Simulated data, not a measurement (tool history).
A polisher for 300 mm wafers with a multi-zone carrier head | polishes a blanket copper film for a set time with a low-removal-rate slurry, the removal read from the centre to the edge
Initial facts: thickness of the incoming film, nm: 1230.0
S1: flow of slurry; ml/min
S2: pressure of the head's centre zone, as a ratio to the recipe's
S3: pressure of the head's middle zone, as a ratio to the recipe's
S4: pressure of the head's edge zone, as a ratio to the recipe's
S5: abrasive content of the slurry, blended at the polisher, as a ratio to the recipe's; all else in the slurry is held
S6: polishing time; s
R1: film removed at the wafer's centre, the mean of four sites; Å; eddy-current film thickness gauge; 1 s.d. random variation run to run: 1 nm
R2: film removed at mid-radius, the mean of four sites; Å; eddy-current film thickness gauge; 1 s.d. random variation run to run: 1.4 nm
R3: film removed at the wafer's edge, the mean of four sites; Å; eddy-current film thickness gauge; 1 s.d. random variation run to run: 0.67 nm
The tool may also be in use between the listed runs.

run	hour	S1	S2	S3	S4	S5	S6	R1	R2	R3
1	0	175	1	1	1	1	62	1716.1	1825.8	1801.4
2	3	175	1	1	1	1	52	1431.7	1510.5	1497.7
3	8.9	175	0.97	1	1	1	52	1388.9	1504.5	1519.7
4	12.5	175	0.97	0.96	1	1	52	1425.9	1440.9	1506.1
# hour 13.9: centre zone pressure recalibrated
5	13.9	160	0.94	0.91	0.96	0.85	50	1301.6	1248.2	1363.4
6	22.2	150	0.92	0.88	0.92	0.75	49	1218.1	1187.1	1267.9
7	24	125	0.99	0.81	0.99	0.5	42	967.55	847.1	1008.7
8	30.3	150	1	0.82	1	0.5	42	1017.8	864.15	1023

Run 9, settings as shown, results not yet in. Your forecast:
9	32.9	165	0.99	0.83	1.01	0.55	42	?	?	?

{"run 9": {"R1": 1053.2, "R2": 934.6, "R3": 1066.1}}
